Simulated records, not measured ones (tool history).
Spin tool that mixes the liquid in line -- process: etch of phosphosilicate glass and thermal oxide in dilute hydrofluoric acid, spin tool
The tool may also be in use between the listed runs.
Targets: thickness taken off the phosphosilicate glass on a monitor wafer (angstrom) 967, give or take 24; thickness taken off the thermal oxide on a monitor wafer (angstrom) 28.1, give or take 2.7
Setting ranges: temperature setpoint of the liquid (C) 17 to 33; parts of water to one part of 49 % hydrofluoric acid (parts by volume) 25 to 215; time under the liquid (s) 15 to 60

run    day  temperature setpoint of the liquid (C)  parts of water to one part of 49 % hydrofluoric acid (parts by volume)  time under the liquid (s)  thickness taken off the phosphosilicate glass on a monitor wafer (angstrom)  thickness taken off the thermal oxide on a monitor wafer (angstrom)
  1      0                                      25                                                                     120                         30                                                                       452.82                                                               12.972
  2  0.354                                    22.5                                                                     120                         30                                                                       411.38                                                               11.806
  3  0.525                                    24.5                                                                     110                         30                                                                       491.06                                                               14.507
  4  0.554                                    24.5                                                                     110                         20                                                                        325.5                                                                9.564
  5  0.821                                    24.5                                                                     110                         30                                                                       492.12                                                               14.339
  6  1.138                                    24.5                                                                     110                         20                                                                       326.11                                                               9.7824
  7  1.292                                      26                                                                      95                         20                                                                        405.8                                                               11.614
  8  1.442                                      30                                                                      45                         20                                                                       1074.9                                                               31.608
  9  1.604                                    29.5                                                                      45                         20                                                                         1056                                                               31.104
 10  1.638                                    29.5                                                                      45                         20                                                                       1051.1                                                               29.469
 11  1.912                                      29                                                                      45                         20                                                                       1045.2                                                               29.233
 12    2.1                                    28.5                                                                      45                         20                                                                       1021.3                                                               30.343
 13  2.408                                      28                                                                      45                         20                                                                       999.16                                                               27.889
 14   2.45                                    28.5                                                                      50                         20                                                                       911.25                                                               26.159
 15  2.767                                      29                                                                      50                         20                                                                       925.33                                                               26.395

Of the 4 settings listed for the next run, only one would bring every result within its allowed miss of target. Which one?
  A  3.083                                      18                                                                      25                         15                                                                            ?                                                                    ?
  B  3.083                                      27                                                                      75                         35                                                                            ?                                                                    ?
  C  3.083                                      33                                                                     115                         40                                                                            ?                                                                    ?
  D  3.083                                      17                                                                      25                         15                                                                            ?                                                                    ?

move  thickness taken off the phosphosilicate glass on a monitor wafer (angstrom)  thickness taken off the thermal oxide on a monitor wafer (angstrom)
   A                                                                       913.12                                                               27.286
   B                                                                       969.51                                                               28.971
   C                                                                       855.59                                                               25.567
   D                                                                       873.76                                                                26.11
A: further off than the last run
B: each result inside its tolerance
C: further off than the last run
D: further off than the last run
The move that meets every target is B.
